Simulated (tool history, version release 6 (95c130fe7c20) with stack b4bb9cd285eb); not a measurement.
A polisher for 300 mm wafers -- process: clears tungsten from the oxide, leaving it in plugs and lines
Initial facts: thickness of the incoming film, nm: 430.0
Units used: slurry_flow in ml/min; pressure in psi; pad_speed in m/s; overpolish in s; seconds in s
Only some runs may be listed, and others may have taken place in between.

run,day,slurry_flow,pressure,pad_speed,slurry_solids,overpolish,seconds
1,0,290,4.2,0.84,1,22,94.156
2,0.154,290,4.5,0.84,1,22,90.076
3,0.238,290,4.5,0.76,1,22,96.803
4,0.296,290,4.5,0.76,1,22,98.259
5,0.367,290,4.5,0.56,1,22,127.4
6,0.6,290,5.1,0.58,1,22,110.98

Predict the results of run 7:
7,0.779,290,5.5,0.62,1,22,?

{"run 7": {"seconds": 97.618}}
